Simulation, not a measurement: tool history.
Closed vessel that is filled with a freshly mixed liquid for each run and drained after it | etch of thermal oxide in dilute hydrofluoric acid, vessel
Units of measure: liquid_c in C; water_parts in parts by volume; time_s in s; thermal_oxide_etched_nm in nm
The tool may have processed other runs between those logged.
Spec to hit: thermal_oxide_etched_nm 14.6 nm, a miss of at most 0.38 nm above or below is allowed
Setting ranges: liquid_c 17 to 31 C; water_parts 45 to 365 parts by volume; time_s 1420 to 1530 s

run 1 hour=0 | liquid_c=23 water_parts=205 time_s=1420 | thermal_oxide_etched_nm=27.7
run 2 hour=8.1 | liquid_c=21.5 water_parts=225 time_s=1420 | thermal_oxide_etched_nm=23.442
run 3 hour=10.1 | liquid_c=21.5 water_parts=225 time_s=1420 | thermal_oxide_etched_nm=23.494
run 4 hour=15.3 | liquid_c=23 water_parts=225 time_s=1420 | thermal_oxide_etched_nm=25.189
run 5 hour=24.9 | liquid_c=23 water_parts=290 time_s=1420 | thermal_oxide_etched_nm=18.168
run 6 hour=29.2 | liquid_c=23 water_parts=290 time_s=1530 | thermal_oxide_etched_nm=19.706
run 7 hour=36.2 | liquid_c=21.5 water_parts=295 time_s=1530 | thermal_oxide_etched_nm=18.19
run 8 hour=41 | liquid_c=20.5 water_parts=295 time_s=1530 | thermal_oxide_etched_nm=17.487
run 9 hour=44.6 | liquid_c=19.5 water_parts=295 time_s=1530 | thermal_oxide_etched_nm=16.775
run 10 hour=47.1 | liquid_c=19 water_parts=295 time_s=1530 | thermal_oxide_etched_nm=16.461
run 11 hour=52.4 | liquid_c=18.5 water_parts=295 time_s=1530 | thermal_oxide_etched_nm=16.33
run 12 hour=53.7 | liquid_c=18 water_parts=300 time_s=1530 | thermal_oxide_etched_nm=15.596
run 13 hour=56 | liquid_c=17.5 water_parts=305 time_s=1530 | thermal_oxide_etched_nm=14.992

Of the 4 settings listed for the next run, only one would bring every result within its allowed miss of target. Which one?
run A hour=58.3 | liquid_c=19 water_parts=300 time_s=1495 | thermal_oxide_etched_nm=?
run B hour=58.3 | liquid_c=17 water_parts=310 time_s=1470 | thermal_oxide_etched_nm=?
run C hour=58.3 | liquid_c=17 water_parts=290 time_s=1430 | thermal_oxide_etched_nm=?
run D hour=58.3 | liquid_c=19.5 water_parts=295 time_s=1420 | thermal_oxide_etched_nm=?

move=A thermal_oxide_etched_nm=15.661
move=B thermal_oxide_etched_nm=13.714
move=C thermal_oxide_etched_nm=14.501
move=D thermal_oxide_etched_nm=15.477
A: moves away from the targets compared with the last run
B: takes the result that was furthest off past its target
C: every result lands within tolerance
D: moves away from the targets compared with the last run
So the answer is move C, the one that meets all the targets.
